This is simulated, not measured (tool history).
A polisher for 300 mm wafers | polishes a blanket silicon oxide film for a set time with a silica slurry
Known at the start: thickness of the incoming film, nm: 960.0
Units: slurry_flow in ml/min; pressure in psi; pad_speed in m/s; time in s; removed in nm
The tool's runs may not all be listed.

run  hour  slurry_flow  pressure  pad_speed  slurry_solids  time  removed
  1     0          275       4.2          1              1   101   343.37
  2   7.3          280       4.4          1              1   101   355.32
  3  15.3          280       4.4       0.84              1   101   311.52
  4  19.9          280       4.4       0.94              1   101   339.68
  5  26.1          255       4.4       0.94              1   101   335.31
  6  27.6          255       4.4       0.94            0.9   101   327.79
  7  28.4          275       5.2       0.94            0.9   101   367.07
  8  31.5          275       5.3       0.94            0.9   101    370.5

Forecast run 9:
  9  34.8          275       5.4       0.94            0.9   101        ?

Run 9 gave removed 370.49 nm.
